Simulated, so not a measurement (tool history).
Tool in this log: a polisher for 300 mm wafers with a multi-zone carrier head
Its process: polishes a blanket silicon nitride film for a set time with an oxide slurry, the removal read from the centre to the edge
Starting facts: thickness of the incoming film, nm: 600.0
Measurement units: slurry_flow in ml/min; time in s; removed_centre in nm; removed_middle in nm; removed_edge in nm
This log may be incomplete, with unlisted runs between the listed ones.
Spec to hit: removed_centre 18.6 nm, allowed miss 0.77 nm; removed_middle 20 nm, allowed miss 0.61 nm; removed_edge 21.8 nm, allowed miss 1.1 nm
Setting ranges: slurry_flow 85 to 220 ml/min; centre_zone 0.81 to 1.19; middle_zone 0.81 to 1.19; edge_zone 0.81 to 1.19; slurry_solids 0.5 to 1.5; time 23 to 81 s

run 1 hour=0 | slurry_flow=140 centre_zone=1 middle_zone=1 edge_zone=1 slurry_solids=1 time=52 | removed_centre=23.508 removed_middle=23.486 removed_edge=23.573
run 2 hour=8.5 | slurry_flow=115 centre_zone=1 middle_zone=1 edge_zone=1 slurry_solids=1 time=52 | removed_centre=22.615 removed_middle=22.284 removed_edge=22.222
run 3 hour=13 | slurry_flow=115 centre_zone=1 middle_zone=1 edge_zone=1 slurry_solids=0.9 time=52 | removed_centre=21.983 removed_middle=21.832 removed_edge=21.566
run 4 hour=15 | slurry_flow=145 centre_zone=1 middle_zone=1 edge_zone=1 slurry_solids=0.9 time=52 | removed_centre=22.989 removed_middle=22.936 removed_edge=22.512
run 5 hour=20.4 | slurry_flow=140 centre_zone=0.98 middle_zone=0.99 edge_zone=1.01 slurry_solids=0.9 time=52 | removed_centre=22.116 removed_middle=22.676 removed_edge=22.461
run 6 hour=28.6 | slurry_flow=140 centre_zone=0.98 middle_zone=0.99 edge_zone=1.01 slurry_solids=0.7 time=52 | removed_centre=20.123 removed_middle=21.15 removed_edge=20.511
run 7 hour=29.3 | slurry_flow=140 centre_zone=0.97 middle_zone=0.98 edge_zone=1.02 slurry_solids=0.7 time=52 | removed_centre=20.653 removed_middle=20.354 removed_edge=20.784
run 8 hour=30.2 | slurry_flow=140 centre_zone=0.95 middle_zone=0.98 edge_zone=1.03 slurry_solids=0.7 time=52 | removed_centre=19.829 removed_middle=20.604 removed_edge=21.294

Exactly one of the 4 candidate moves below puts every result within its allowed miss. Which one?
run A hour=31.1 | slurry_flow=135 centre_zone=0.89 middle_zone=0.98 edge_zone=0.98 slurry_solids=0.85 time=53 | removed_centre=? removed_middle=? removed_edge=?
run B hour=31.1 | slurry_flow=105 centre_zone=1.05 middle_zone=0.89 edge_zone=0.98 slurry_solids=0.75 time=55 | removed_centre=? removed_middle=? removed_edge=?
run C hour=31.1 | slurry_flow=130 centre_zone=1.04 middle_zone=0.93 edge_zone=0.97 slurry_solids=0.9 time=50 | removed_centre=? removed_middle=? removed_edge=?
run D hour=31.1 | slurry_flow=150 centre_zone=0.86 middle_zone=0.93 edge_zone=1.07 slurry_solids=0.6 time=55 | removed_centre=? removed_middle=? removed_edge=?

move=A removed_centre=19.826 removed_middle=22.706 removed_edge=21.732
move=B removed_centre=21.567 removed_middle=19.482 removed_edge=20.676
move=C removed_centre=22.064 removed_middle=20.687 removed_edge=20.671
move=D removed_centre=18.194 removed_middle=20.588 removed_edge=21.365
A: misses by more than the last run did
B: misses by more than the last run did
C: misses by more than the last run did
D: all results land within tolerance of their targets
The move that meets every target is D.

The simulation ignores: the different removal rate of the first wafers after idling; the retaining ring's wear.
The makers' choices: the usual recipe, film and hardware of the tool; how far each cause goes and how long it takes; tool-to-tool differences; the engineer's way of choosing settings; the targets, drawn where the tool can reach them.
